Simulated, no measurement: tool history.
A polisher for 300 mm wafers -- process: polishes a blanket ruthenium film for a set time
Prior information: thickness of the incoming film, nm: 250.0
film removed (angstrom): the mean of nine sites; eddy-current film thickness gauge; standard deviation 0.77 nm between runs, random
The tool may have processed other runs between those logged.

run  hour  flow of slurry (ml/min)  pressure of the wafer on the pad (psi)  speed of the pad under the wafer (cm/s)  polishing time (s)  film removed (angstrom)
  1     0                      260                                     2.7                                       92                  93                     1438
  2   7.7                      260                                     2.5                                       92                  93                   1369.4
  3  10.7                      260                                     2.5                                       92                  97                   1396.1
  4  13.3                      260                                     2.5                                       74                  97                     1233
  5  16.6                      260                                     2.3                                       74                  97                   1152.1
  6  24.5                      285                                     2.3                                       74                  97                   1134.1

What will run 7 give?
  7  25.4                      285                                     2.2                                       74                  97                        ?

{"run 7": {"film removed (angstrom)": 1132.6}}

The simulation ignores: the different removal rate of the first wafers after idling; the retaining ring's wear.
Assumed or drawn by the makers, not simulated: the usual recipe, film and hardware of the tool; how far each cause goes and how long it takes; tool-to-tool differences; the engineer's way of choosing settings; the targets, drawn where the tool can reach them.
